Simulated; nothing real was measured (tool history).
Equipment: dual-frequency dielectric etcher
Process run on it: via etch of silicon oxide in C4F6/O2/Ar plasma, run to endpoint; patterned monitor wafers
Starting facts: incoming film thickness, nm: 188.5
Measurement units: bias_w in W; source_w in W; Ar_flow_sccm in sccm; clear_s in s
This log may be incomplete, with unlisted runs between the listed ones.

run  hour  bias_w  source_w  Ar_flow_sccm  clear_s
  1   0.0     633       280           343   44.699
  2   7.2     633       280           310   44.166
  3  15.1     633       280           355   44.183
  4  16.1     532       280           355   48.395
  5  17.5     515       280           356   49.857
  6  22.2     501       280           356   49.489
  7  25.8     487       280           357   50.326
     31.2  -- Ar flow controller replaced
  8  31.2     475       280           358   51.036

Predict the results of run 9:
  9  34.1     464       280           359        ?

clear_s: 51.733 s

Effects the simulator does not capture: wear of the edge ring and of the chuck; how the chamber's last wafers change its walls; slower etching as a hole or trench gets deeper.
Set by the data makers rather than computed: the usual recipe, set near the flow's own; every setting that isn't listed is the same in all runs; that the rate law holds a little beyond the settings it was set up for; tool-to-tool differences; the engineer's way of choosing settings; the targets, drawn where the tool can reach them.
